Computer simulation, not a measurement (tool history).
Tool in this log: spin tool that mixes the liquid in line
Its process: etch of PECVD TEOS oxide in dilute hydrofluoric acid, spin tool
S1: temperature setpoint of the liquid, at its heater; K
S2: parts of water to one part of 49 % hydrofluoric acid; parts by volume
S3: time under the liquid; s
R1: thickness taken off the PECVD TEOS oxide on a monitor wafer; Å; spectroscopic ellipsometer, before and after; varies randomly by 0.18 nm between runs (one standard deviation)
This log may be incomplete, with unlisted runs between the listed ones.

Run 1, hour 0: S1 295.15 K, S2 125 parts by volume, S3 260 s. Result: R1 244.13 Å.
Run 2, hour 2.7: S1 294.15 K, S2 125 parts by volume, S3 260 s. Result: R1 232.99 Å.
Run 3, hour 10.8: S1 293.15 K, S2 125 parts by volume, S3 260 s. Result: R1 225.13 Å.
Run 4, hour 18: S1 293.15 K, S2 165 parts by volume, S3 260 s. Result: R1 163.24 Å.
At hour 23: hydrofluoric acid flow meter replaced.
Run 5, hour 23: S1 293.15 K, S2 185 parts by volume, S3 260 s. Result: R1 126.44 Å.
Run 6, hour 26.8: S1 294.65 K, S2 185 parts by volume, S3 260 s. Result: R1 132.09 Å.

For run 7, what comes out?
Run 7, hour 33: S1 295.65 K, S2 180 parts by volume, S3 260 s. Result: R1 ?.

Run 7 yielded R1 139.79 Å.
